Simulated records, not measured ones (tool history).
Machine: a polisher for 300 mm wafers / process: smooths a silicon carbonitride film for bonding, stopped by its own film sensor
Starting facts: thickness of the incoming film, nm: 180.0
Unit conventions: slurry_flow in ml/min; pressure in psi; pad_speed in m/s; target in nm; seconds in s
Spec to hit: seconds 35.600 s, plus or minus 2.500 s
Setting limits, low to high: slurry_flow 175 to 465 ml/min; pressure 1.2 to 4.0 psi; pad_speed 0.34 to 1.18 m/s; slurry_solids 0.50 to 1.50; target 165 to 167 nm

Run 1, hour 0.0: slurry_flow 295 ml/min, pressure 2.6 psi, pad_speed 0.76 m/s, slurry_solids 1.00, target 165 nm. Result: seconds 62.956 s.
Run 2, hour 1.0: slurry_flow 295 ml/min, pressure 3.0 psi, pad_speed 0.78 m/s, slurry_solids 1.00, target 165 nm. Result: seconds 52.904 s.
Run 3, hour 7.0: slurry_flow 295 ml/min, pressure 3.2 psi, pad_speed 0.80 m/s, slurry_solids 1.00, target 165 nm. Result: seconds 49.361 s.
Run 4, hour 8.7: slurry_flow 295 ml/min, pressure 3.4 psi, pad_speed 0.82 m/s, slurry_solids 1.00, target 165 nm. Result: seconds 45.358 s.
Run 5, hour 16.7: slurry_flow 295 ml/min, pressure 3.4 psi, pad_speed 0.82 m/s, slurry_solids 0.80, target 165 nm. Result: seconds 49.881 s.
Run 6, hour 22.0: slurry_flow 295 ml/min, pressure 3.5 psi, pad_speed 0.86 m/s, slurry_solids 0.80, target 165 nm. Result: seconds 47.418 s.
Run 7, hour 25.9: slurry_flow 295 ml/min, pressure 3.6 psi, pad_speed 0.90 m/s, slurry_solids 0.80, target 165 nm. Result: seconds 45.248 s.
Run 8, hour 26.9: slurry_flow 295 ml/min, pressure 4.0 psi, pad_speed 1.02 m/s, slurry_solids 0.85, target 166 nm. Result: seconds 33.021 s.

Below are 4 possible settings for the next run. Only one of them brings all results inside the allowed miss of their targets. Which is it?
Run A, hour 27.9: slurry_flow 370 ml/min, pressure 3.8 psi, pad_speed 0.92 m/s, slurry_solids 0.65, target 165 nm. Result: seconds ?.
Run B, hour 27.9: slurry_flow 265 ml/min, pressure 3.9 psi, pad_speed 1.00 m/s, slurry_solids 0.80, target 166 nm. Result: seconds ?.
Run C, hour 27.9: slurry_flow 265 ml/min, pressure 4.0 psi, pad_speed 0.94 m/s, slurry_solids 0.50, target 167 nm. Result: seconds ?.
Run D, hour 27.9: slurry_flow 295 ml/min, pressure 4.0 psi, pad_speed 1.18 m/s, slurry_solids 0.75, target 166 nm. Result: seconds ?.

move  seconds
   A   43.429
   B   35.089
   C   40.700
   D   30.606
A: takes the biggest miss from the last run beyond its target
B: every result within its allowed miss
C: takes the biggest miss from the last run beyond its target
D: lands further from the targets than the last run did
Answer: B

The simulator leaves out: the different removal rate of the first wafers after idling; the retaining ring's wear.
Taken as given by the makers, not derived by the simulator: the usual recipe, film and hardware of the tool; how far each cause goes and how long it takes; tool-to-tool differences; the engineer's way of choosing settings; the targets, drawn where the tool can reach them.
